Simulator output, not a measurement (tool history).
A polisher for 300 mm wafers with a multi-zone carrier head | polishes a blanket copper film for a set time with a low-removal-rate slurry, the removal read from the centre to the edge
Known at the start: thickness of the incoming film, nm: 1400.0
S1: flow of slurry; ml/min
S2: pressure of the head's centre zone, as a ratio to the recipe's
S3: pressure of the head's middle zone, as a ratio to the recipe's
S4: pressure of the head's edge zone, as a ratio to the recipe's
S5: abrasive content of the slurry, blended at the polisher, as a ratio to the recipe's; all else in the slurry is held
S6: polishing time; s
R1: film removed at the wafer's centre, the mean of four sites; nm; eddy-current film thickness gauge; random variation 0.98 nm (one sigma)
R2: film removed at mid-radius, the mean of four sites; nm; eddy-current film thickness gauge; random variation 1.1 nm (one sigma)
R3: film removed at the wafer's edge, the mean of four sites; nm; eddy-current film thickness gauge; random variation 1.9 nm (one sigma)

| run | hour | S1 | S2 | S3 | S4 | S5 | S6 | R1 | R2 | R3 |
|---|---|---|---|---|---|---|---|---|---|---|
| 1 | 0.0 | 185 | 1.00 | 1.00 | 1.00 | 1.00 | 54 | 159.56 | 164.51 | 155.79 |
| 2 | 7.7 | 170 | 0.95 | 0.96 | 0.97 | 0.90 | 54 | 150.66 | 153.30 | 151.67 |
| 3 | 15.4 | 170 | 0.95 | 0.96 | 0.93 | 0.90 | 54 | 149.35 | 150.84 | 150.05 |
| 4 | 24.4 | 160 | 0.91 | 0.96 | 0.92 | 0.80 | 53 | 131.85 | 146.10 | 139.83 |
| 5 | 27.3 | 160 | 0.91 | 0.96 | 0.92 | 0.90 | 53 | 138.92 | 145.82 | 147.97 |
| 6 | 30.8 | 150 | 0.89 | 0.94 | 0.91 | 0.80 | 53 | 130.02 | 138.63 | 145.37 |
| 7 | 37.0 | 150 | 0.89 | 0.94 | 0.91 | 0.80 | 53 | 129.09 | 140.37 | 142.97 |
| 8 | 37.8 | 145 | 0.88 | 0.93 | 0.90 | 0.75 | 53 | 124.66 | 136.08 | 133.63 |
| 9 | 42.3 | 135 | 0.87 | 0.92 | 0.90 | 0.75 | 53 | 120.44 | 131.33 | 136.85 |

The next listed run, before its measurement:
| 10 | 45.6 | 130 | 0.87 | 0.92 | 0.89 | 0.75 | 53 | ? | ? | ? |

R1: 120.77 nm
R2: 132.60 nm
R3: 135.75 nm
